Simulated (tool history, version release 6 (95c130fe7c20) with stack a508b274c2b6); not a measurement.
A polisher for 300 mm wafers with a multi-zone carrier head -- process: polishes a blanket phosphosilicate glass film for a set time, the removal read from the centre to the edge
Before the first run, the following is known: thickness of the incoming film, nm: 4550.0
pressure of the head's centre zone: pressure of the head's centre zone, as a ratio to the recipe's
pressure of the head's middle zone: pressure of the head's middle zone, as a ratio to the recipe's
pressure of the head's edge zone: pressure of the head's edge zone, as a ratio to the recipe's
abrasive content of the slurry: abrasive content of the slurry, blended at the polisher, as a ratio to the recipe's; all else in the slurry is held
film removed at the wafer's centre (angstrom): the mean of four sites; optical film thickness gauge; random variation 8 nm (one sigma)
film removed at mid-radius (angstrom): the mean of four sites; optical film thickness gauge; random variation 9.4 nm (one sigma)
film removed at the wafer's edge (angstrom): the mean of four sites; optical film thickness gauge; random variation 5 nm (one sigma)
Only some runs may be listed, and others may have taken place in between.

run	hour	flow of slurry (ml/min)	pressure of the head's centre zone	pressure of the head's middle zone	pressure of the head's edge zone	abrasive content of the slurry	polishing time (s)	film removed at the wafer's centre (angstrom)	film removed at mid-radius (angstrom)	film removed at the wafer's edge (angstrom)
1	0	130	1	1	1	1	87	10087	9937.9	10049
2	1.5	125	0.99	0.98	0.98	0.9	87	9564.8	8998.6	9466.3
3	8.4	125	0.99	0.93	0.98	0.9	87	9574.1	8659.7	9481.9
4	16.8	120	0.98	0.93	0.96	0.85	87	9225.3	8617.4	9076.7
5	22.8	115	0.97	0.92	0.95	0.8	87	8832.5	8219.5	8783.6
6	26.8	110	0.96	0.91	0.94	0.75	87	8079.5	7799.8	8413.1
7	29.3	110	0.96	0.9	0.92	0.75	87	8245.1	7632.5	8197.9

What will run 8 give?
8	30.5	105	0.95	0.89	0.91	0.75	87	?	?	?

Run 8 yielded film removed at the wafer's centre (angstrom) 7997.4, film removed at mid-radius (angstrom) 7513.6, film removed at the wafer's edge (angstrom) 8139.6.
